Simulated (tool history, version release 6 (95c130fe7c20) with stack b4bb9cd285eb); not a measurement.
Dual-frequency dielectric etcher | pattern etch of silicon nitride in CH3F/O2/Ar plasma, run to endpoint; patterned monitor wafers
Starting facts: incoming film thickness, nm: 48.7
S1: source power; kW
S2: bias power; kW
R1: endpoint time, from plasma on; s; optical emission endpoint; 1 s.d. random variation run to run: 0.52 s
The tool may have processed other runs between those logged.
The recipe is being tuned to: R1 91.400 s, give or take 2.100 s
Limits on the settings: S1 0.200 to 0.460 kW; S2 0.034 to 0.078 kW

run 1 hour=0.0 | S1=0.330 S2=0.056 | R1=78.762
run 2 hour=7.6 | S1=0.360 S2=0.056 | R1=75.444
run 3 hour=13.5 | S1=0.330 S2=0.055 | R1=78.884
run 4 hour=17.4 | S1=0.330 S2=0.060 | R1=77.148
run 5 hour=20.7 | S1=0.300 S2=0.059 | R1=80.636
run 6 hour=24.5 | S1=0.300 S2=0.051 | R1=82.818
run 7 hour=31.9 | S1=0.280 S2=0.050 | R1=87.362
run 8 hour=34.0 | S1=0.270 S2=0.050 | R1=88.398

Exercise: of the 5 proposed moves below, exactly one satisfies all targets within the stated allowed misses. Which move is it?
run A hour=36.1 | S1=0.310 S2=0.052 | R1=?
run B hour=36.1 | S1=0.300 S2=0.058 | R1=?
run C hour=36.1 | S1=0.230 S2=0.053 | R1=?
run D hour=36.1 | S1=0.300 S2=0.050 | R1=?
run E hour=36.1 | S1=0.270 S2=0.052 | R1=?

move=A R1=82.573
move=B R1=80.921
move=C R1=92.338
move=D R1=84.626
move=E R1=87.193
A: its largest miss is bigger than the last run's
B: its largest miss is bigger than the last run's
C: in spec on every target
D: its largest miss is bigger than the last run's
E: its largest miss is bigger than the last run's
C meets every target.

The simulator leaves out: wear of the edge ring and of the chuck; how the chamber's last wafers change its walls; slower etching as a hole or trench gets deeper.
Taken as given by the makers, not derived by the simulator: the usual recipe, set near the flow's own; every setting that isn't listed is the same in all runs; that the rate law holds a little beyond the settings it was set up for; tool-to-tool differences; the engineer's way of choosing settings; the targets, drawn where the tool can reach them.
